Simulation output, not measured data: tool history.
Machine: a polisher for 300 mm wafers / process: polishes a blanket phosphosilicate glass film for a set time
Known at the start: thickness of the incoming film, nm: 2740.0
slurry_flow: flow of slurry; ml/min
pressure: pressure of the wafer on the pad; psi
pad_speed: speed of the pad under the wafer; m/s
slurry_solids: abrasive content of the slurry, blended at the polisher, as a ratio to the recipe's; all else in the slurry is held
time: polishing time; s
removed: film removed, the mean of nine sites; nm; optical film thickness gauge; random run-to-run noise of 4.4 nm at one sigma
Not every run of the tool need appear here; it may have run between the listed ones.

Run 1, hour 0.0: slurry_flow 255 ml/min, pressure 3.9 psi, pad_speed 0.92 m/s, slurry_solids 1.0, time 43 s. Result: removed 357.47 nm.
Run 2, hour 6.0: slurry_flow 205 ml/min, pressure 3.9 psi, pad_speed 0.92 m/s, slurry_solids 1.0, time 43 s. Result: removed 346.19 nm.
Run 3, hour 11.3: slurry_flow 160 ml/min, pressure 3.9 psi, pad_speed 0.92 m/s, slurry_solids 1.0, time 43 s. Result: removed 331.62 nm.
Run 4, hour 14.8: slurry_flow 205 ml/min, pressure 4.5 psi, pad_speed 0.94 m/s, slurry_solids 1.0, time 43 s. Result: removed 410.91 nm.
Run 5, hour 21.4: slurry_flow 155 ml/min, pressure 4.5 psi, pad_speed 0.94 m/s, slurry_solids 1.0, time 43 s. Result: removed 385.57 nm.
Run 6, hour 25.6: slurry_flow 155 ml/min, pressure 4.5 psi, pad_speed 0.94 m/s, slurry_solids 1.0, time 45 s. Result: removed 408.06 nm.
Run 7, hour 32.1: slurry_flow 205 ml/min, pressure 4.9 psi, pad_speed 0.94 m/s, slurry_solids 1.0, time 45 s. Result: removed 462.21 nm.

Run 8, settings as shown, results not yet in. Your forecast:
Run 8, hour 40.5: slurry_flow 240 ml/min, pressure 5.2 psi, pad_speed 0.96 m/s, slurry_solids 1.0, time 45 s. Result: removed ?.

{"run 8": {"removed": 510.83}}
